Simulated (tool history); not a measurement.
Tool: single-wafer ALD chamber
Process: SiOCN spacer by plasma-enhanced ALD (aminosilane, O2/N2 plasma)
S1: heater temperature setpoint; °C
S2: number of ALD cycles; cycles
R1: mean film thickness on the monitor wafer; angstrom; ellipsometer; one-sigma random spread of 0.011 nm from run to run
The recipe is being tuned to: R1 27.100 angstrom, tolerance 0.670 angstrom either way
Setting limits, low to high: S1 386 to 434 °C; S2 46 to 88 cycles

{"run": 1, "hour": 0.0, "S1": 410, "S2": 67, "R1": 35.361}
{"run": 2, "hour": 2.0, "S1": 410, "S2": 72, "R1": 38.018}
{"run": 3, "hour": 8.1, "S1": 403, "S2": 72, "R1": 38.936}
{"run": 4, "hour": 10.7, "S1": 403, "S2": 64, "R1": 34.488}
{"run": 5, "hour": 16.7, "S1": 403, "S2": 68, "R1": 36.802}
{"run": 6, "hour": 20.6, "S1": 410, "S2": 68, "R1": 36.194}
{"run": 7, "hour": 27.6, "S1": 411, "S2": 66, "R1": 34.868}
{"run": 8, "hour": 36.1, "S1": 412, "S2": 64, "R1": 33.693}

Exercise: of the 4 proposed moves below, exactly one satisfies all targets within the stated allowed misses. Which move is it?
{"run": "A", "hour": 44.6, "S1": 416, "S2": 56, "R1": "?"}
{"run": "B", "hour": 44.6, "S1": 412, "S2": 52, "R1": "?"}
{"run": "C", "hour": 44.6, "S1": 394, "S2": 77, "R1": "?"}
{"run": "D", "hour": 44.6, "S1": 412, "S2": 73, "R1": "?"}

move=A R1=28.968
move=B R1=27.196
move=C R1=41.744
move=D R1=38.179
A: closer than the last run, but not yet in spec
B: each result inside its tolerance
C: misses by more than the last run did
D: misses by more than the last run did
The move that meets every target is B.
